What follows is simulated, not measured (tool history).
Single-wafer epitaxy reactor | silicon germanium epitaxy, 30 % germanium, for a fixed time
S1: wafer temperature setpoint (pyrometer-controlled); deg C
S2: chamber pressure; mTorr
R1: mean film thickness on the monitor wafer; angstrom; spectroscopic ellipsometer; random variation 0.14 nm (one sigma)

Run 1, hour 0.0: S1 580 deg C, S2 25800 mTorr. Result: R1 463.78 angstrom.
Run 2, hour 1.2: S1 574 deg C, S2 25800 mTorr. Result: R1 410.80 angstrom.
Run 3, hour 4.9: S1 574 deg C, S2 28300 mTorr. Result: R1 429.92 angstrom.
Run 4, hour 6.9: S1 577 deg C, S2 28400 mTorr. Result: R1 457.79 angstrom.
Run 5, hour 13.5: S1 579 deg C, S2 28500 mTorr. Result: R1 476.56 angstrom.
Run 6, hour 21.3: S1 579 deg C, S2 24200 mTorr. Result: R1 439.09 angstrom.
Run 7, hour 22.8: S1 582 deg C, S2 24300 mTorr. Result: R1 466.01 angstrom.
Run 8, hour 26.8: S1 582 deg C, S2 24300 mTorr. Result: R1 468.67 angstrom.

Forecast run 9:
Run 9, hour 35.1: S1 584 deg C, S2 24400 mTorr. Result: R1 ?.

For run 9 the tool returned R1 487.08 angstrom.
